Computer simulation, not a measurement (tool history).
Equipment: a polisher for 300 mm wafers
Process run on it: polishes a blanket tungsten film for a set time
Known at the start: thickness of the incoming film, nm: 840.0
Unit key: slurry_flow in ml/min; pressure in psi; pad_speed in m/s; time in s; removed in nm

run 1 day=0 | slurry_flow=235 pressure=3.4 pad_speed=1.02 slurry_solids=1 time=73 | removed=318.13
run 2 day=0.242 | slurry_flow=235 pressure=3.3 pad_speed=1.02 slurry_solids=1 time=73 | removed=312.05
run 3 day=0.575 | slurry_flow=235 pressure=4.1 pad_speed=1.02 slurry_solids=1 time=73 | removed=384.44
run 4 day=0.767 | slurry_flow=235 pressure=3.9 pad_speed=1.02 slurry_solids=1 time=73 | removed=364.13
run 5 day=0.838 | slurry_flow=235 pressure=3.9 pad_speed=1.02 slurry_solids=1 time=73 | removed=362.54
run 6 day=1.1 | slurry_flow=290 pressure=3.9 pad_speed=1.02 slurry_solids=1 time=73 | removed=375.35
run 7 day=1.317 | slurry_flow=290 pressure=3.7 pad_speed=1.02 slurry_solids=1 time=73 | removed=351.31
run 8 day=1.529 | slurry_flow=290 pressure=3.5 pad_speed=1.02 slurry_solids=1 time=73 | removed=329.03
run 9 day=1.892 | slurry_flow=290 pressure=3.4 pad_speed=1.02 slurry_solids=1 time=73 | removed=325.77
run 10 day=2.088 | slurry_flow=290 pressure=3.3 pad_speed=1.02 slurry_solids=1 time=73 | removed=318.97

The next listed run, before its measurement:
run 11 day=2.212 | slurry_flow=290 pressure=3.2 pad_speed=1.02 slurry_solids=1 time=73 | removed=?

removed: 309.23 nm
